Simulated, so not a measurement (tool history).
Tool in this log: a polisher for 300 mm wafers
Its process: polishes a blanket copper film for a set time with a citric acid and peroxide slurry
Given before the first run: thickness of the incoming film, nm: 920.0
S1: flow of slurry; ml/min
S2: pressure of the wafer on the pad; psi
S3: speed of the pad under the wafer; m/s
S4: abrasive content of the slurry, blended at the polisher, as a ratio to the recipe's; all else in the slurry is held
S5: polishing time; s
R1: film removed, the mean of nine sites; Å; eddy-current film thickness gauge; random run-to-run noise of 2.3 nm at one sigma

| run | hour | S1 | S2 | S3 | S4 | S5 | R1 |
|---|---|---|---|---|---|---|---|
| 1 | 0.0 | 250 | 3.9 | 1.24 | 1.0 | 31 | 1189.20 |
| 2 | 1.3 | 250 | 3.9 | 1.24 | 0.9 | 31 | 1148.80 |
| 3 | 10.1 | 250 | 3.9 | 1.24 | 0.8 | 31 | 1128.70 |
| 4 | 16.3 | 250 | 3.9 | 1.24 | 1.0 | 31 | 1185.30 |
| 5 | 19.1 | 250 | 3.9 | 0.94 | 1.0 | 31 | 930.02 |
| 6 | 26.8 | 250 | 4.6 | 0.98 | 1.0 | 31 | 1093.80 |
| 7 | 35.6 | 250 | 5.1 | 1.06 | 1.0 | 31 | 1277.10 |
| 8 | 39.4 | 250 | 5.4 | 1.12 | 1.0 | 31 | 1479.40 |

Forecast run 9:
| 9 | 43.2 | 250 | 5.6 | 1.12 | 1.0 | 31 | ? |

Run 9 gave R1 1540.40 Å.

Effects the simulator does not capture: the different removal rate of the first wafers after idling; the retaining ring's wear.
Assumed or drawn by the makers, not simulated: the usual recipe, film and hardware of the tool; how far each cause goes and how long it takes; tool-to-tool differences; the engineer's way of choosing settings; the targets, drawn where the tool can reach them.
